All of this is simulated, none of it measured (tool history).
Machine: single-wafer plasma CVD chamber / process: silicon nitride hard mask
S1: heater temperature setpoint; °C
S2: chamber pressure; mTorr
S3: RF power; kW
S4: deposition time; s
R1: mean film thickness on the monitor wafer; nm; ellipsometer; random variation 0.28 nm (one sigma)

| run | hour | S1 | S2 | S3 | S4 | R1 |
|---|---|---|---|---|---|---|
| 1 | 0 | 385 | 1190 | 0.275 | 62.9 | 67.02 |
| 2 | 8 | 385 | 1190 | 0.255 | 62.9 | 64.527 |
| 3 | 13.6 | 385 | 1290 | 0.265 | 63 | 67.623 |
| 4 | 16.8 | 385 | 1290 | 0.265 | 62.9 | 68.102 |
| 5 | 24.2 | 385 | 1370 | 0.27 | 62.9 | 70.006 |
| 6 | 32.2 | 393 | 1370 | 0.27 | 62.9 | 70.089 |
| 7 | 33.7 | 393 | 1430 | 0.275 | 62.9 | 71.764 |
| 8 | 37.6 | 393 | 1480 | 0.28 | 62.9 | 73.421 |

Run 9 has not been measured yet. What should we expect?
| 9 | 39.9 | 393 | 1670 | 0.3 | 63 | ? |

Run 9 produced R1 79.106 nm.
